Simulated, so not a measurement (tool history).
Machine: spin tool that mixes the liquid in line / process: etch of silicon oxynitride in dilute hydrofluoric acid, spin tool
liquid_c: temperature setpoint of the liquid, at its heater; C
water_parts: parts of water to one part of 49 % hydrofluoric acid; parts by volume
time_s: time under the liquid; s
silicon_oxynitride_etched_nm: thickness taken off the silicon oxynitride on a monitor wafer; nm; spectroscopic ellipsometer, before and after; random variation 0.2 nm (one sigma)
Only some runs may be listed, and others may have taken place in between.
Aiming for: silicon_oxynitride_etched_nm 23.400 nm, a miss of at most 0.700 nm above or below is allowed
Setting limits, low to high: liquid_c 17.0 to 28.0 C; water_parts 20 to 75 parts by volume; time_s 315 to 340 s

run	day	liquid_c	water_parts	time_s	silicon_oxynitride_etched_nm
1	0.000	20.0	45	315	12.050
2	0.042	21.5	40	315	14.523
3	0.308	21.5	40	340	15.828
4	0.346	21.5	30	340	20.710
5	0.538	21.5	20	340	32.118
6	0.767	21.5	30	340	21.183
7	0.879	22.0	30	340	21.876
8	1.104	22.5	30	340	22.162

Of the 5 settings listed for the next run, only one would bring every result within its allowed miss of target. Which one?
A	1.329	23.0	25	315	?
B	1.329	21.5	25	315	?
C	1.329	25.0	30	330	?
D	1.329	19.5	25	315	?
E	1.329	21.0	25	340	?

move	silicon_oxynitride_etched_nm
A	25.641
B	23.777
C	24.647
D	21.475
E	25.023
A: carries the result that was furthest off beyond its target, to the other side
B: all results land within tolerance of their targets
C: carries the result that was furthest off beyond its target, to the other side
D: misses by more than the last run did
E: carries the result that was furthest off beyond its target, to the other side
B meets every target.
